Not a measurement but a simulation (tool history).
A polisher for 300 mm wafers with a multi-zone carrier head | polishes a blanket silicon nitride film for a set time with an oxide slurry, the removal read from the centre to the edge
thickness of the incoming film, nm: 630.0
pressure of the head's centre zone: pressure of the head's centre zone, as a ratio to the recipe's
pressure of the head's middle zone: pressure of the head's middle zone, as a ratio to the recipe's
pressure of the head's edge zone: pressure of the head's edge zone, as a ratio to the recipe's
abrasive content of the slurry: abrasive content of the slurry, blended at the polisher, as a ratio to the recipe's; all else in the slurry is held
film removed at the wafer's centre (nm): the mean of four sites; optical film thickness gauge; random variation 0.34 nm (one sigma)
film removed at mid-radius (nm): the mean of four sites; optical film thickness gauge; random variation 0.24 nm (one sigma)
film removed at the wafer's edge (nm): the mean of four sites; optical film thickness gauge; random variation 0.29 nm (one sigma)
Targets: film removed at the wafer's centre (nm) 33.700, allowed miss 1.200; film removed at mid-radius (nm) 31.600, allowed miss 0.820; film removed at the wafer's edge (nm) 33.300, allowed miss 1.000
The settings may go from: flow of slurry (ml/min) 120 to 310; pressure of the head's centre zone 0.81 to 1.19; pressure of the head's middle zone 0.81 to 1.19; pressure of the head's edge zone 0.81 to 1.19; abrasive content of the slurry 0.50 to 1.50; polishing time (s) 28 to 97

run  hour  flow of slurry (ml/min)  pressure of the head's centre zone  pressure of the head's middle zone  pressure of the head's edge zone  abrasive content of the slurry  polishing time (s)  film removed at the wafer's centre (nm)  film removed at mid-radius (nm)  film removed at the wafer's edge (nm)
  1   0.0                      200                                1.00                                1.00                              1.00                            1.00                  62                                   38.288                           38.081                                 36.599
  2   2.1                      200                                1.00                                1.00                              1.06                            1.00                  62                                   38.106                           37.440                                 38.159
  3   9.6                      200                                1.00                                1.00                              0.98                            1.00                  62                                   37.740                           37.258                                 36.349
  4  15.9                      200                                1.00                                1.00                              1.01                            1.00                  62                                   37.612                           37.435                                 36.490
     22.9  -- edge zone pressure recalibrated
  5  22.9                      190                                0.99                                0.97                              0.99                            1.00                  62                                   37.732                           36.315                                 37.318
  6  31.9                      185                                0.98                                0.96                              0.97                            0.95                  62                                   35.265                           34.813                                 35.373
  7  37.6                      175                                0.98                                0.95                              0.95                            0.95                  62                                   35.333                           34.549                                 34.636
  8  43.6                      170                                0.98                                0.93                              0.94                            0.95                  62                                   35.175                           34.074                                 34.956
  9  47.3                      165                                0.98                                0.92                              0.93                            0.95                  62                                   35.137                           33.820                                 34.917
 10  51.4                      160                                0.98                                0.91                              0.92                            0.95                  62                                   34.941                           32.893                                 34.438
 11  52.8                      155                                0.98                                0.91                              0.91                            0.95                  62                                   34.925                           32.807                                 33.670

Which of these 5 next moves meets every target?
  A  54.2                      150                                0.98                                0.89                              0.91                            1.00                  60                                        ?                                ?                                      ?
  B  54.2                      195                                0.88                                1.06                              0.84                            0.85                  59                                        ?                                ?                                      ?
  C  54.2                      175                                1.03                                0.84                              0.98                            0.90                  59                                        ?                                ?                                      ?
  D  54.2                      160                                0.94                                0.96                              0.91                            1.05                  58                                        ?                                ?                                      ?
  E  54.2                      125                                0.88                                0.95                              0.88                            1.05                  58                                        ?                                ?                                      ?

move  film removed at the wafer's centre (nm)  film removed at mid-radius (nm)  film removed at the wafer's edge (nm)
   A                                   33.479                           31.714                                 34.000
   B                                   30.296                           34.033                                 30.734
   C                                   33.229                           29.370                                 33.614
   D                                   32.881                           33.459                                 33.927
   E                                   29.776                           31.389                                 32.092
A: meets every target
B: further off than the last run
C: takes the result that was furthest off past its target
D: further off than the last run
E: brings the result that was furthest off to its target, and leaves another outside
The right move is A.

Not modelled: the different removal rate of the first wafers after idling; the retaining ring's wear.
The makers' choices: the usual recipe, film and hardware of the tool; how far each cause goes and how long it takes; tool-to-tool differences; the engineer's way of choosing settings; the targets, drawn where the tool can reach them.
